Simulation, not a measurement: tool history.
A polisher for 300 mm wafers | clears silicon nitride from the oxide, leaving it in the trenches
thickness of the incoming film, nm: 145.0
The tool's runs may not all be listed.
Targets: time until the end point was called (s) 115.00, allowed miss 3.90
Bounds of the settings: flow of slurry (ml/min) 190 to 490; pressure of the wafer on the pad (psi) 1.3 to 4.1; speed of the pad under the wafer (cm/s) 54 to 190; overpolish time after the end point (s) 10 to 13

| run | hour | flow of slurry (ml/min) | pressure of the wafer on the pad (psi) | speed of the pad under the wafer (cm/s) | overpolish time after the end point (s) | time until the end point was called (s) |
|---|---|---|---|---|---|---|
| 1 | 0.0 | 315 | 2.7 | 122 | 13 | 159.59 |
| 2 | 5.1 | 315 | 2.7 | 122 | 13 | 157.60 |
| 3 | 10.3 | 315 | 3.1 | 122 | 13 | 138.65 |
| 4 | 13.2 | 315 | 2.5 | 122 | 13 | 168.82 |
| 5 | 19.8 | 315 | 2.5 | 122 | 13 | 169.19 |
| 6 | 21.2 | 240 | 2.5 | 122 | 13 | 177.41 |
| 7 | 23.1 | 260 | 2.8 | 122 | 13 | 155.89 |
| 8 | 26.9 | 265 | 3.0 | 122 | 13 | 147.28 |
| 9 | 30.0 | 280 | 3.2 | 122 | 13 | 134.44 |
| 10 | 31.1 | 290 | 3.3 | 122 | 13 | 131.30 |
| 11 | 33.6 | 295 | 3.4 | 122 | 13 | 124.28 |
| 12 | 36.4 | 305 | 3.4 | 122 | 13 | 127.22 |
| 13 | 41.6 | 305 | 3.5 | 122 | 13 | 122.66 |
| 14 | 42.2 | 305 | 3.6 | 122 | 13 | 120.99 |

Which of these 4 next moves meets every target?
| A | 42.8 | 320 | 3.9 | 124 | 13 | ? |
| B | 42.8 | 305 | 4.1 | 120 | 13 | ? |
| C | 42.8 | 290 | 3.9 | 132 | 12 | ? |
| D | 42.8 | 335 | 3.6 | 126 | 13 | ? |

| move | time until the end point was called (s) |
|---|---|
| A | 109.06 |
| B | 106.91 |
| C | 105.01 |
| D | 116.04 |
A: takes the result that was furthest off past its target
B: takes the result that was furthest off past its target
C: takes the result that was furthest off past its target
D: meets every target
Answer: D
